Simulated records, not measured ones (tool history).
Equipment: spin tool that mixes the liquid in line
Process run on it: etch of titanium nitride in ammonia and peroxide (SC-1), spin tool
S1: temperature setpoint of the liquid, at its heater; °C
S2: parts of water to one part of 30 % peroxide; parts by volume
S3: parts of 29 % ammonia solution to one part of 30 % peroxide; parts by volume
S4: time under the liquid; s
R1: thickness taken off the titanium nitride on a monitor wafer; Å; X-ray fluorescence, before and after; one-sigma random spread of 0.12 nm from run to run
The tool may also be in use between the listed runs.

{"run": 1, "hour": 0.0, "S1": 48.0, "S2": 25.5, "S3": 0.45, "S4": 285, "R1": 116.41}
{"run": 2, "hour": 1.6, "S1": 45.0, "S2": 25.5, "S3": 0.45, "S4": 285, "R1": 93.783}
{"run": 3, "hour": 4.2, "S1": 47.0, "S2": 25.5, "S3": 0.45, "S4": 285, "R1": 108.26}
{"run": 4, "hour": 9.6, "S1": 47.0, "S2": 25.5, "S3": 0.45, "S4": 285, "R1": 109.15}
{"run": 5, "hour": 18.2, "S1": 42.0, "S2": 25.5, "S3": 0.45, "S4": 285, "R1": 74.179}
{"run": 6, "hour": 26.1, "S1": 44.5, "S2": 25.5, "S3": 0.45, "S4": 285, "R1": 90.479}
{"run": 7, "hour": 29.8, "S1": 52.5, "S2": 25.5, "S3": 0.45, "S4": 285, "R1": 160.32}

What will run 8 give?
{"run": 8, "hour": 38.0, "S1": 53.0, "S2": 25.5, "S3": 0.45, "S4": 285, "R1": "?"}

{"run 8": {"R1": 164.09}}
